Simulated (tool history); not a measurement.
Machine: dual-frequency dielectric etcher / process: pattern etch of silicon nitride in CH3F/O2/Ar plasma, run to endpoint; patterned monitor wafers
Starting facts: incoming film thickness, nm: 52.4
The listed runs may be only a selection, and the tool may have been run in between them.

run	hour	source power (kW)	bias power (kW)	endpoint time (s)
1	0	0.31	0.094	78.58
2	1.9	0.29	0.093	81.108
3	7.5	0.28	0.092	83.58
4	12.4	0.27	0.092	83.922
5	20.1	0.27	0.099	81.452
6	22.1	0.26	0.098	82.433
7	27	0.2	0.094	94.735
8	34.8	0.21	0.094	92.756

What will run 9 give?
9	42.8	0.22	0.094	?

endpoint time (s): 90.351
